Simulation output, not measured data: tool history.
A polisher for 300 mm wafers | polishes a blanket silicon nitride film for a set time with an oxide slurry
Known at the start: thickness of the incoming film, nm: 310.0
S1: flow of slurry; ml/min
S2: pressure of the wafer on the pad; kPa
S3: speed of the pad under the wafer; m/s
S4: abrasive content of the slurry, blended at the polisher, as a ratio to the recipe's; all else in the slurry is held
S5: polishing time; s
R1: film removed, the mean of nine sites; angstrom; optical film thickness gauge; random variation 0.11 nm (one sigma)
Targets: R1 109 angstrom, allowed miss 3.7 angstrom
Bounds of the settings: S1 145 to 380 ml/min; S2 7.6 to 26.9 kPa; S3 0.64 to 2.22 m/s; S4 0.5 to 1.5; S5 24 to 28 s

run,hour,S1,S2,S3,S4,S5,R1
1,0,245,17.2,1.42,1,28,163.55
2,5.1,245,16.5,1.42,1,28,158.46
3,13.7,245,15.9,1.42,1,28,150.99
4,16.1,245,15.9,1.42,1,28,149.48
5,25,245,15.2,1.42,1,28,145.82
6,26.4,245,14.5,1.42,1,28,139.27
7,33.7,245,13.8,1.42,1,28,134.62
8,39.1,245,13.1,1.42,1,28,125.28
9,47.4,245,11.7,1.42,1,28,113.46

4 next moves are on the table. One of them brings every result within its allowed miss. Which?
A,55.7,235,12.4,1.42,0.95,28,?
B,55.7,245,12.4,1.44,1,25,?
C,55.7,240,16.5,1.16,0.7,28,?
D,55.7,240,14.5,1.2,1,28,?

move,R1
A,115.51
B,106.86
C,115
D,119.7
A: further off than the last run
B: meets every target
C: further off than the last run
D: further off than the last run
The right move is B.
